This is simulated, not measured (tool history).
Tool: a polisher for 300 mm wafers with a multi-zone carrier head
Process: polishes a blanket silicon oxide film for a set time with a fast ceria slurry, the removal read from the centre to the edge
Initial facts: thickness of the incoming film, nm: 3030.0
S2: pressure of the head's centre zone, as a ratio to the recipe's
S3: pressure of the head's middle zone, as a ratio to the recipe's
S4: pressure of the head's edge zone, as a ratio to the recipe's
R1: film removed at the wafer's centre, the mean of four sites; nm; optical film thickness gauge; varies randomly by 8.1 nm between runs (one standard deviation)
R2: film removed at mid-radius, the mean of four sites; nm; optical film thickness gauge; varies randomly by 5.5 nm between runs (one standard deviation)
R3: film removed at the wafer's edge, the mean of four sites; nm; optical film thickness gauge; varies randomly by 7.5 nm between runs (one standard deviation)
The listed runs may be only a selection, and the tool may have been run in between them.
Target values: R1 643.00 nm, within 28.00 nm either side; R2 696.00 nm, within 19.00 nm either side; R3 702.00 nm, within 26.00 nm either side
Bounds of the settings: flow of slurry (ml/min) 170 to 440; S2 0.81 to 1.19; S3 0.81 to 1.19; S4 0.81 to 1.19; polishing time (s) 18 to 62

Run 1, hour 0.0: flow of slurry (ml/min) 280, S2 1.00, S3 1.00, S4 1.00, polishing time (s) 40. Result: R1 552.70 nm, R2 535.36 nm, R3 548.34 nm.
Run 2, hour 7.0: flow of slurry (ml/min) 280, S2 1.00, S3 0.92, S4 1.00, polishing time (s) 40. Result: R1 544.78 nm, R2 505.51 nm, R3 551.63 nm.
Run 3, hour 11.6: flow of slurry (ml/min) 285, S2 0.99, S3 0.94, S4 1.01, polishing time (s) 41. Result: R1 559.28 nm, R2 533.58 nm, R3 569.72 nm.
Run 4, hour 17.8: flow of slurry (ml/min) 285, S2 1.08, S3 0.94, S4 1.01, polishing time (s) 41. Result: R1 598.00 nm, R2 521.12 nm, R3 558.64 nm.
Run 5, hour 21.3: flow of slurry (ml/min) 290, S2 1.07, S3 0.96, S4 1.02, polishing time (s) 42. Result: R1 617.67 nm, R2 553.72 nm, R3 582.55 nm.
Run 6, hour 29.9: flow of slurry (ml/min) 295, S2 1.06, S3 0.97, S4 1.04, polishing time (s) 42. Result: R1 623.16 nm, R2 558.98 nm, R3 588.35 nm.
Run 7, hour 36.5: flow of slurry (ml/min) 300, S2 1.04, S3 0.98, S4 1.05, polishing time (s) 42. Result: R1 607.13 nm, R2 564.29 nm, R3 592.18 nm.
Run 8, hour 43.9: flow of slurry (ml/min) 305, S2 1.03, S3 0.99, S4 1.06, polishing time (s) 42. Result: R1 603.71 nm, R2 563.80 nm, R3 587.35 nm.
Run 9, hour 51.6: flow of slurry (ml/min) 300, S2 1.02, S3 1.00, S4 1.06, polishing time (s) 43. Result: R1 604.66 nm, R2 583.09 nm, R3 612.14 nm.
Run 10, hour 57.9: flow of slurry (ml/min) 300, S2 1.02, S3 1.01, S4 1.07, polishing time (s) 43. Result: R1 608.68 nm, R2 590.53 nm, R3 614.38 nm.
Run 11, hour 66.9: flow of slurry (ml/min) 300, S2 1.02, S3 1.02, S4 1.08, polishing time (s) 43. Result: R1 614.23 nm, R2 598.63 nm, R3 625.47 nm.
Run 12, hour 72.2: flow of slurry (ml/min) 340, S2 1.01, S3 1.12, S4 1.18, polishing time (s) 44. Result: R1 630.55 nm, R2 661.45 nm, R3 654.29 nm.
Run 13, hour 79.1: flow of slurry (ml/min) 335, S2 0.99, S3 1.11, S4 1.19, polishing time (s) 45. Result: R1 618.05 nm, R2 683.28 nm, R3 678.63 nm.

Of the 5 settings listed for the next run, only one would bring every result within its allowed miss of target. Which one?
Run A, hour 86.0: flow of slurry (ml/min) 360, S2 1.10, S3 1.18, S4 1.12, polishing time (s) 44. Result: R1 ?, R2 ?, R3 ?.
Run B, hour 86.0: flow of slurry (ml/min) 330, S2 1.05, S3 1.15, S4 1.11, polishing time (s) 44. Result: R1 ?, R2 ?, R3 ?.
Run C, hour 86.0: flow of slurry (ml/min) 400, S2 0.97, S3 1.10, S4 1.18, polishing time (s) 46. Result: R1 ?, R2 ?, R3 ?.
Run D, hour 86.0: flow of slurry (ml/min) 330, S2 0.89, S3 1.16, S4 1.19, polishing time (s) 46. Result: R1 ?, R2 ?, R3 ?.
Run E, hour 86.0: flow of slurry (ml/min) 365, S2 0.94, S3 1.18, S4 1.17, polishing time (s) 44. Result: R1 ?, R2 ?, R3 ?.

move      R1      R2      R3
   A  696.76  700.88  648.02
   B  659.33  680.62  641.67
   C  647.17  695.82  701.14
   D  583.54  717.42  695.31
   E  595.44  702.20  663.35
A: moves away from the targets compared with the last run
B: moves away from the targets compared with the last run
C: every result within its allowed miss
D: the furthest-off result lands on target, but another misses its tolerance
E: moves away from the targets compared with the last run
C meets every target.
